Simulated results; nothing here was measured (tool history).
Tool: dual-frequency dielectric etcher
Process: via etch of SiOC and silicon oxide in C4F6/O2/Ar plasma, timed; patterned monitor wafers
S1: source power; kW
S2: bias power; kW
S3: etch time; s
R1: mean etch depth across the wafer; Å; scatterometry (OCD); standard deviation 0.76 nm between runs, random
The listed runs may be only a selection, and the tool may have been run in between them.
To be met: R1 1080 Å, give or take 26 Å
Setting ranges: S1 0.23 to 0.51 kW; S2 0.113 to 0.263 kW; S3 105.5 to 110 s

run 1 day=0 | S1=0.37 S2=0.188 S3=105.5 | R1=1289.9
run 2 day=0.117 | S1=0.37 S2=0.188 S3=110 | R1=1313.9
run 3 day=0.354 | S1=0.31 S2=0.188 S3=110 | R1=1260.1
run 4 day=0.658 | S1=0.36 S2=0.188 S3=110 | R1=1327.6
run 5 day=0.738 | S1=0.36 S2=0.188 S3=105.5 | R1=1260.8
run 6 day=0.892 | S1=0.33 S2=0.188 S3=105.5 | R1=1224.1
run 7 day=0.992 | S1=0.3 S2=0.18 S3=105.5 | R1=1197
run 8 day=1.071 | S1=0.28 S2=0.161 S3=105.5 | R1=1135.8

4 next moves are on the table. One of them brings every result within its allowed miss. Which?
run A day=1.15 | S1=0.36 S2=0.171 S3=105.5 | R1=?
run B day=1.15 | S1=0.26 S2=0.156 S3=110 | R1=?
run C day=1.15 | S1=0.23 S2=0.148 S3=109 | R1=?
run D day=1.15 | S1=0.3 S2=0.15 S3=107 | R1=?

move=A R1=1248.1
move=B R1=1154.1
move=C R1=1088.4
move=D R1=1149.1
A: further off than the last run
B: further off than the last run
C: every result lands within tolerance
D: further off than the last run
Correct choice: C, which meets every target

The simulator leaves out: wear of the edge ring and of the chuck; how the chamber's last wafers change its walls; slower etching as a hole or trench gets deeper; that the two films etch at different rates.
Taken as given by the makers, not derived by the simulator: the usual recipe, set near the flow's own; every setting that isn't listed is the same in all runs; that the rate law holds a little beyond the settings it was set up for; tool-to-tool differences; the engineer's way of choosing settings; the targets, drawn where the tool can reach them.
